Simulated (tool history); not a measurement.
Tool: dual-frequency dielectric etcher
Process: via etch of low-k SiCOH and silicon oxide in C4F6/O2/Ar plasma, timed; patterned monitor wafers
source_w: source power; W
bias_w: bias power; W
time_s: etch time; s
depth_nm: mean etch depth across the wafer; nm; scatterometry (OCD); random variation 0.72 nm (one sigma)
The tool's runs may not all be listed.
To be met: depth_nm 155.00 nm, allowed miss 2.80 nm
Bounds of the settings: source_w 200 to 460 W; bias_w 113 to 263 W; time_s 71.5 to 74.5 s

| run | hour | source_w | bias_w | time_s | depth_nm |
|---|---|---|---|---|---|
| 1 | 0.0 | 330 | 188 | 71.5 | 179.55 |
| 2 | 0.6 | 310 | 186 | 71.5 | 177.20 |
| 3 | 3.1 | 290 | 179 | 71.5 | 169.12 |
| 4 | 11.6 | 290 | 179 | 74.5 | 174.79 |
| 5 | 15.0 | 280 | 178 | 74.5 | 171.87 |
| 6 | 23.3 | 270 | 177 | 74.5 | 169.93 |
| 7 | 28.8 | 260 | 176 | 74.5 | 166.73 |
| 8 | 36.8 | 250 | 175 | 74.5 | 164.57 |
| 9 | 37.5 | 240 | 174 | 74.5 | 161.99 |

5 next moves are on the table. One of them brings every result within its allowed miss. Which?
| A | 38.2 | 270 | 180 | 73.0 | ? |
| B | 38.2 | 250 | 158 | 72.0 | ? |
| C | 38.2 | 290 | 155 | 74.0 | ? |
| D | 38.2 | 250 | 178 | 74.0 | ? |
| E | 38.2 | 260 | 182 | 74.0 | ? |

| move | depth_nm |
|---|---|
| A | 167.14 |
| B | 153.61 |
| C | 166.54 |
| D | 163.77 |
| E | 167.49 |
A: further off than the last run
B: meets every target
C: further off than the last run
D: further off than the last run
E: further off than the last run
Answer: B
